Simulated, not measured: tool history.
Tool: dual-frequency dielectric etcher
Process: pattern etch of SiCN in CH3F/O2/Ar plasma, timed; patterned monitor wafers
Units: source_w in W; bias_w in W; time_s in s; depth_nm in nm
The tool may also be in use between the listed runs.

Run 1, hour 0: source_w 330 W, bias_w 95 W, time_s 52.5 s. Result: depth_nm 20.846 nm.
Run 2, hour 2.9: source_w 280 W, bias_w 95 W, time_s 52.5 s. Result: depth_nm 18.942 nm.
Run 3, hour 5.6: source_w 300 W, bias_w 95 W, time_s 52.5 s. Result: depth_nm 19.591 nm.
Run 4, hour 12.8: source_w 300 W, bias_w 95 W, time_s 54.5 s. Result: depth_nm 20.362 nm.
Run 5, hour 21.3: source_w 300 W, bias_w 95 W, time_s 54.5 s. Result: depth_nm 20.345 nm.
Run 6, hour 25.2: source_w 340 W, bias_w 95 W, time_s 54.5 s. Result: depth_nm 21.865 nm.
Run 7, hour 27.4: source_w 310 W, bias_w 90 W, time_s 54 s. Result: depth_nm 19.892 nm.
Run 8, hour 36.2: source_w 290 W, bias_w 88 W, time_s 54 s. Result: depth_nm 18.92 nm.
Run 9, hour 41.5: source_w 270 W, bias_w 87 W, time_s 54 s. Result: depth_nm 17.988 nm.
Run 10, hour 45.4: source_w 260 W, bias_w 87 W, time_s 54 s. Result: depth_nm 17.683 nm.

Run 11 comes next. What will it give?
Run 11, hour 50.5: source_w 250 W, bias_w 87 W, time_s 54 s. Result: depth_nm ?.

{"run 11": {"depth_nm": 17.19}}
